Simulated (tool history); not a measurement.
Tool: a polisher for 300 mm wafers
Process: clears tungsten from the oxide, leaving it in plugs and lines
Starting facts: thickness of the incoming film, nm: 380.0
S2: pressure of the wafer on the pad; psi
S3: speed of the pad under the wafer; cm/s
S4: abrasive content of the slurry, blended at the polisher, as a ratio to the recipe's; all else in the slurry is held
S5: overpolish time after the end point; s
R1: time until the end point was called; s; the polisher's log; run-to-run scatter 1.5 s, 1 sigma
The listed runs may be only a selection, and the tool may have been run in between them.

run 1 hour=0.0 | flow_of_slurry_(ml/min)=250 S2=3.2 S3=136 S4=1.0 S5=17 | R1=62.613
run 2 hour=7.7 | flow_of_slurry_(ml/min)=290 S2=3.2 S3=136 S4=1.0 S5=17 | R1=60.292
run 3 hour=10.4 | flow_of_slurry_(ml/min)=285 S2=2.8 S3=134 S4=1.0 S5=17 | R1=70.622
run 4 hour=14.4 | flow_of_slurry_(ml/min)=285 S2=2.8 S3=134 S4=1.1 S5=17 | R1=67.177
run 5 hour=17.0 | flow_of_slurry_(ml/min)=285 S2=2.8 S3=134 S4=1.1 S5=19 | R1=67.777
run 6 hour=24.0 | flow_of_slurry_(ml/min)=285 S2=2.5 S3=132 S4=1.1 S5=19 | R1=74.221

Expected results for the next run?
run 7 hour=30.0 | flow_of_slurry_(ml/min)=285 S2=2.3 S3=130 S4=1.1 S5=19 | R1=?

{"run 7": {"R1": 85.14}}

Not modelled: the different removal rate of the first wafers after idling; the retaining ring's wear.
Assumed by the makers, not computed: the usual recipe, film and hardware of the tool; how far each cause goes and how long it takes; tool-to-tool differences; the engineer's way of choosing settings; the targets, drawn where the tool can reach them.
